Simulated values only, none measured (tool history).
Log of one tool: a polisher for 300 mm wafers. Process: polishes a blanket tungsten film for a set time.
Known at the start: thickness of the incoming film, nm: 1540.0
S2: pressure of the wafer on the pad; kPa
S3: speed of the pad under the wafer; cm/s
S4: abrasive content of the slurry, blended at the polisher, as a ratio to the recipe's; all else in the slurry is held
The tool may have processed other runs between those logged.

Run 1, hour 0: flow of slurry (ml/min) 295, S2 26.2 kPa, S3 112 cm/s, S4 1, polishing time (s) 53. Result: film removed (nm) 342.27.
Run 2, hour 1.6: flow of slurry (ml/min) 295, S2 24.8 kPa, S3 112 cm/s, S4 1, polishing time (s) 53. Result: film removed (nm) 335.13.
Run 3, hour 3.8: flow of slurry (ml/min) 295, S2 24.8 kPa, S3 92 cm/s, S4 1, polishing time (s) 53. Result: film removed (nm) 270.93.
Run 4, hour 8.8: flow of slurry (ml/min) 295, S2 24.8 kPa, S3 92 cm/s, S4 1, polishing time (s) 56. Result: film removed (nm) 284.6.
Run 5, hour 11.2: flow of slurry (ml/min) 295, S2 30.3 kPa, S3 92 cm/s, S4 1, polishing time (s) 56. Result: film removed (nm) 345.61.
Run 6, hour 16.6: flow of slurry (ml/min) 295, S2 35.2 kPa, S3 92 cm/s, S4 1, polishing time (s) 56. Result: film removed (nm) 401.34.
Run 7, hour 24.1: flow of slurry (ml/min) 295, S2 28.3 kPa, S3 88 cm/s, S4 1, polishing time (s) 56. Result: film removed (nm) 304.45.

What will run 8 give?
Run 8, hour 28.3: flow of slurry (ml/min) 295, S2 27.6 kPa, S3 88 cm/s, S4 1, polishing time (s) 56. Result: film removed (nm) ?.

Run 8 measured film removed (nm) 303.77.
